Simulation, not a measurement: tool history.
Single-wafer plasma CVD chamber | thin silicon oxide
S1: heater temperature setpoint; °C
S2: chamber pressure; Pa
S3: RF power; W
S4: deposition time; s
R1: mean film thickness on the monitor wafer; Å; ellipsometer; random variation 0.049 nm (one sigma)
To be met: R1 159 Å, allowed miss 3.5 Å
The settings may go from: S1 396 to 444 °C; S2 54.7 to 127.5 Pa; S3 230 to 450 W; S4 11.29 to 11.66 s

| run | hour | S1 | S2 | S3 | S4 | R1 |
|---|---|---|---|---|---|---|
| 1 | 0 | 420 | 91.1 | 340 | 11.29 | 209.58 |
| 2 | 6 | 430 | 91.1 | 340 | 11.29 | 208.33 |
| 3 | 10.5 | 430 | 91.1 | 340 | 11.29 | 209.03 |
| 4 | 16.5 | 430 | 87.7 | 340 | 11.29 | 199.89 |
| 5 | 19.3 | 430 | 85.1 | 340 | 11.29 | 196.24 |
| 6 | 26.5 | 430 | 74.9 | 340 | 11.29 | 172.43 |
| 7 | 30.5 | 430 | 74 | 340 | 11.29 | 169.52 |
| 8 | 33.9 | 430 | 73.2 | 340 | 11.29 | 168.71 |
| 9 | 35 | 430 | 73.2 | 340 | 11.29 | 168.12 |
| 10 | 39 | 430 | 72.5 | 340 | 11.29 | 167.22 |
| 11 | 43.9 | 430 | 72.5 | 340 | 11.29 | 165.62 |
| 12 | 47.3 | 430 | 72 | 340 | 11.29 | 165.19 |
| 13 | 55.9 | 430 | 71.6 | 340 | 11.29 | 165.14 |
| 14 | 63.9 | 430 | 71.2 | 340 | 11.29 | 163.26 |
| 15 | 72.8 | 430 | 70.9 | 340 | 11.29 | 162.94 |

Which of these 4 next moves meets every target?
| A | 81.7 | 444 | 68.1 | 300 | 11.66 | ? |
| B | 81.7 | 419 | 63.7 | 385 | 11.66 | ? |
| C | 81.7 | 437 | 74.4 | 330 | 11.29 | ? |
| D | 81.7 | 430 | 74.5 | 295 | 11.66 | ? |

| move | R1 |
|---|---|
| A | 153.06 |
| B | 158.32 |
| C | 168.1 |
| D | 167.89 |
A: takes the result that was furthest off past its target
B: meets every target
C: further off than the last run
D: further off than the last run
The right move is B.
